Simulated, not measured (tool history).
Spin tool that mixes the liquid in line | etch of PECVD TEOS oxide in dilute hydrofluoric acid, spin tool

run,hour,temperature setpoint of the liquid (K),parts of water to one part of 49 % hydrofluoric acid (parts by volume),time under the liquid (s),thickness taken off the PECVD TEOS oxide on a monitor wafer (nm)
1,0.0,294.15,185,260,11.643
2,4.4,294.15,185,280,12.430
3,13.2,294.15,185,280,12.685
4,22.0,296.65,155,280,17.141
5,27.0,299.65,155,280,19.069
6,33.4,300.15,135,280,22.952
7,40.6,302.15,105,280,33.156
8,43.0,301.65,105,280,32.312

What will run 9 give?
9,44.4,301.15,105,280,?

Run 9 yielded thickness taken off the PECVD TEOS oxide on a monitor wafer (nm) 32.226.
